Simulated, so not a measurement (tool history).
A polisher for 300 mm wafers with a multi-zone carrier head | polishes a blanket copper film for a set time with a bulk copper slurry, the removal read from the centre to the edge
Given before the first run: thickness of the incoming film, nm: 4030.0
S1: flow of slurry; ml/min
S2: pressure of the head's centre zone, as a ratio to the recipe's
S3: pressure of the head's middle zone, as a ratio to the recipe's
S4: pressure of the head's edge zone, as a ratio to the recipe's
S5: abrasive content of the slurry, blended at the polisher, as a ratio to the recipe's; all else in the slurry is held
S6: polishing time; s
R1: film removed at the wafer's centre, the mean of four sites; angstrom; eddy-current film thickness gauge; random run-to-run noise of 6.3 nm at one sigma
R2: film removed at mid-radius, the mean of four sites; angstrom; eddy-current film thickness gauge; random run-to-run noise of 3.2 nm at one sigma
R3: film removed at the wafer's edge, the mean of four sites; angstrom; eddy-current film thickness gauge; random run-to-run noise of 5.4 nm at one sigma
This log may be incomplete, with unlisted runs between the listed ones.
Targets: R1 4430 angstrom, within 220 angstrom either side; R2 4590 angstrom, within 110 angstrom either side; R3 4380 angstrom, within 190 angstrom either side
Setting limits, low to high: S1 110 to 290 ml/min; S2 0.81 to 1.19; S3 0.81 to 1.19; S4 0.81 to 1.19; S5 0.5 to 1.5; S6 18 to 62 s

| run | hour | S1 | S2 | S3 | S4 | S5 | S6 | R1 | R2 | R3 |
|---|---|---|---|---|---|---|---|---|---|---|
| 1 | 0 | 185 | 1 | 1 | 1 | 1 | 40 | 2961.1 | 2870.6 | 2916.7 |
| 2 | 0.6 | 200 | 1.01 | 1.04 | 1.04 | 1.15 | 42 | 3235.7 | 3234.1 | 3157.8 |
| 3 | 9.4 | 200 | 1.01 | 1.04 | 1.04 | 1.25 | 42 | 3239 | 3286.7 | 3279 |
| 4 | 17.3 | 200 | 1.01 | 1.01 | 1.04 | 1.25 | 42 | 3256.3 | 3161.8 | 3289.7 |
| 5 | 23.8 | 205 | 1.02 | 1.04 | 1.06 | 1.3 | 45 | 3480.4 | 3510.2 | 3581.5 |
| 6 | 30.9 | 205 | 1.02 | 1.04 | 1.06 | 1.4 | 45 | 3569.6 | 3511.7 | 3563.3 |
| 7 | 39.3 | 205 | 1.02 | 1.04 | 1.06 | 1.4 | 45 | 3501.1 | 3549.4 | 3511 |
| 8 | 43.6 | 205 | 1.02 | 1.04 | 1.06 | 1.4 | 45 | 3564.5 | 3562.1 | 3560.5 |
|  | 52 | slurry nozzle cleaned |
| 9 | 52 | 215 | 1.03 | 1.06 | 1.08 | 1.45 | 47 | 4074.7 | 4077.6 | 3933.4 |
| 10 | 56.9 | 225 | 1.02 | 1.06 | 1.1 | 1.45 | 47 | 4001.3 | 4105.4 | 3939.6 |
| 11 | 59.2 | 235 | 1.02 | 1.06 | 1.12 | 1.45 | 47 | 3954.2 | 4100.6 | 4049 |
| 12 | 66.7 | 245 | 1.03 | 1.07 | 1.13 | 1.45 | 47 | 4189.7 | 4150.4 | 4083.9 |
| 13 | 71.1 | 265 | 0.99 | 1.14 | 1.18 | 1.5 | 48 | 4128 | 4568.4 | 4332.7 |
| 14 | 73.3 | 270 | 1 | 1.13 | 1.18 | 1.5 | 48 | 4187.9 | 4492.5 | 4328.6 |
| 15 | 80.1 | 270 | 1.01 | 1.13 | 1.18 | 1.5 | 48 | 4153.1 | 4553.2 | 4301.4 |

4 next moves are on the table. One of them brings every result within its allowed miss. Which?
| A | 86.9 | 240 | 1.03 | 1.11 | 1.14 | 1.5 | 50 | ? | ? | ? |
| B | 86.9 | 280 | 0.85 | 1.12 | 1.19 | 1.5 | 51 | ? | ? | ? |
| C | 86.9 | 220 | 0.89 | 1.08 | 1.19 | 1.5 | 52 | ? | ? | ? |
| D | 86.9 | 265 | 0.93 | 1.13 | 1.19 | 1.5 | 50 | ? | ? | ? |

| move | R1 | R2 | R3 |
|---|---|---|---|
| A | 4462.8 | 4544.7 | 4337.2 |
| B | 3826.9 | 4761.4 | 4586.3 |
| C | 3953.2 | 4566.1 | 4573.7 |
| D | 4080.7 | 4673 | 4474.7 |
A: meets every target
B: the biggest miss grows against the last run
C: the biggest miss grows against the last run
D: the biggest miss grows against the last run
Go with A: it meets all targets.
